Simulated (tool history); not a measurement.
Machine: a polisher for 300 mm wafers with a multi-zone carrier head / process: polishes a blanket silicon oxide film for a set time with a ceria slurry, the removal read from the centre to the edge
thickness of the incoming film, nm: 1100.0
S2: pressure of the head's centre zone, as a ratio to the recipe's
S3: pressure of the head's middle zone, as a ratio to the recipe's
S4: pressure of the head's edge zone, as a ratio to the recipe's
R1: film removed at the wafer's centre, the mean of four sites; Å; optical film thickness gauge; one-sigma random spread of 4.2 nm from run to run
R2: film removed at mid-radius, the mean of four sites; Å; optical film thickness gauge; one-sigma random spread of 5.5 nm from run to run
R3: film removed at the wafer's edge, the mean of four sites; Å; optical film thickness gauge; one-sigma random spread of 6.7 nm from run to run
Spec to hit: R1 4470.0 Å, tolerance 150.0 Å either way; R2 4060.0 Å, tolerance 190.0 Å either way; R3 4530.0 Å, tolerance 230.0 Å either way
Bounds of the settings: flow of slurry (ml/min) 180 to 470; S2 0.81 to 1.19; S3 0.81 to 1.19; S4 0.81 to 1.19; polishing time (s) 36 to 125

run 1 hour=0.0 | flow_of_slurry_(ml/min)=300 S2=1.00 S3=1.00 S4=1.00 polishing_time_(s)=80 | R1=3423.9 R2=3294.4 R3=3650.7
run 2 hour=2.1 | flow_of_slurry_(ml/min)=300 S2=1.03 S3=1.02 S4=1.03 polishing_time_(s)=84 | R1=3731.6 R2=3579.8 R3=3761.1
run 3 hour=6.5 | flow_of_slurry_(ml/min)=305 S2=1.03 S3=1.00 S4=1.04 polishing_time_(s)=89 | R1=3975.8 R2=3661.0 R3=3998.5
run 4 hour=14.3 | flow_of_slurry_(ml/min)=305 S2=1.03 S3=1.00 S4=0.97 polishing_time_(s)=89 | R1=3998.6 R2=3614.3 R3=4027.1
-- hour=15.3 slurry nozzle cleaned
run 5 hour=15.3 | flow_of_slurry_(ml/min)=340 S2=1.03 S3=1.00 S4=0.97 polishing_time_(s)=89 | R1=4142.4 R2=3898.1 R3=4021.7
run 6 hour=19.9 | flow_of_slurry_(ml/min)=335 S2=1.02 S3=0.99 S4=0.97 polishing_time_(s)=92 | R1=4247.2 R2=3918.0 R3=4041.2
run 7 hour=28.9 | flow_of_slurry_(ml/min)=305 S2=1.03 S3=1.01 S4=0.98 polishing_time_(s)=94 | R1=4341.4 R2=4068.8 R3=4213.3
run 8 hour=32.5 | flow_of_slurry_(ml/min)=280 S2=1.03 S3=1.00 S4=0.98 polishing_time_(s)=96 | R1=4346.9 R2=4056.2 R3=4262.6

Below are 5 possible settings for the next run. Only one of them brings all results inside the allowed miss of their targets. Which is it?
run A hour=36.1 | flow_of_slurry_(ml/min)=405 S2=1.06 S3=1.19 S4=0.93 polishing_time_(s)=91 | R1=? R2=? R3=?
run B hour=36.1 | flow_of_slurry_(ml/min)=330 S2=1.02 S3=1.06 S4=1.03 polishing_time_(s)=89 | R1=? R2=? R3=?
run C hour=36.1 | flow_of_slurry_(ml/min)=185 S2=1.02 S3=0.81 S4=1.11 polishing_time_(s)=112 | R1=? R2=? R3=?
run D hour=36.1 | flow_of_slurry_(ml/min)=205 S2=0.96 S3=0.88 S4=0.87 polishing_time_(s)=112 | R1=? R2=? R3=?
run E hour=36.1 | flow_of_slurry_(ml/min)=245 S2=0.96 S3=1.08 S4=1.05 polishing_time_(s)=100 | R1=? R2=? R3=?

move=A R1=4398.2 R2=4592.8 R3=4017.8
move=B R1=4056.1 R2=4027.0 R3=4077.6
move=C R1=4663.2 R2=3812.6 R3=5033.1
move=D R1=4481.3 R2=4133.9 R3=4536.4
move=E R1=4129.2 R2=4439.1 R3=4506.0
A: lands further from the targets than the last run did
B: lands further from the targets than the last run did
C: the result that was furthest off in the last run now lies on the other side of its target
D: every result within its allowed miss
E: puts the biggest miss on target and leaves a different result outside tolerance
Go with D: it meets all targets.
